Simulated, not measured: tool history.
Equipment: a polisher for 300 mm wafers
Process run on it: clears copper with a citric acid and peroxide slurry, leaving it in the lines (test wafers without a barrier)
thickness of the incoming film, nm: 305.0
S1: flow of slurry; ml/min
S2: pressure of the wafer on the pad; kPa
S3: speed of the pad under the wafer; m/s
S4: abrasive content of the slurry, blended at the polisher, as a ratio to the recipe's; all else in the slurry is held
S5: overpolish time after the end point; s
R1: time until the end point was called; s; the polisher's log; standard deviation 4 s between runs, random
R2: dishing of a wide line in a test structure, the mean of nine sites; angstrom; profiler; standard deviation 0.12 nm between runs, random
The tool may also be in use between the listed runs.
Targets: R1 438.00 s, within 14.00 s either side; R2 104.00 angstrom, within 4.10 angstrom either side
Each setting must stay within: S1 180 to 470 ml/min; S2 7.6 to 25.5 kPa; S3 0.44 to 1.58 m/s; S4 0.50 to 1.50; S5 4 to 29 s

run	day	S1	S2	S3	S4	S5	R1	R2
1	0.000	300	16.5	1.00	1.00	15	172.63	195.67
2	0.196	295	14.5	0.92	1.00	16	211.95	170.52
3	0.558	290	13.1	0.86	1.00	17	244.84	155.39
4	0.708	290	13.1	0.74	1.00	17	278.71	139.00
5	0.821	290	11.7	0.72	1.00	18	316.74	129.71
6	1.183	290	11.7	0.72	1.00	16	314.69	115.50
7	1.417	290	11.7	0.72	1.00	16	315.87	116.17
8	1.779	290	11.0	0.70	1.00	17	339.82	113.51
9	2.050	290	11.0	0.70	1.00	17	336.98	113.79
10	2.421	290	10.3	0.70	1.00	18	369.28	112.85
11	2.521	290	9.7	0.70	1.00	18	383.34	105.86
12	2.821	290	9.0	0.70	1.00	19	414.57	103.80
13	3.162	290	9.0	0.70	1.00	19	413.84	103.91

Exercise: of the 5 proposed moves below, exactly one satisfies all targets within the stated allowed misses. Which move is it?
A	3.504	255	9.7	0.70	0.95	18	?	?
B	3.504	270	9.0	0.72	1.05	19	?	?
C	3.504	300	8.3	0.72	0.90	20	?	?
D	3.504	290	9.7	0.66	1.25	18	?	?
E	3.504	325	9.0	0.68	1.20	18	?	?

move	R1	R2
A	402.48	105.86
B	413.49	108.49
C	451.54	104.59
D	399.85	106.54
E	417.47	102.09
A: further off than the last run
B: as far off as the last run
C: meets every target
D: further off than the last run
E: nearer the targets than the last run, but a result is still out of spec
C is the move that brings every result within its allowed miss.

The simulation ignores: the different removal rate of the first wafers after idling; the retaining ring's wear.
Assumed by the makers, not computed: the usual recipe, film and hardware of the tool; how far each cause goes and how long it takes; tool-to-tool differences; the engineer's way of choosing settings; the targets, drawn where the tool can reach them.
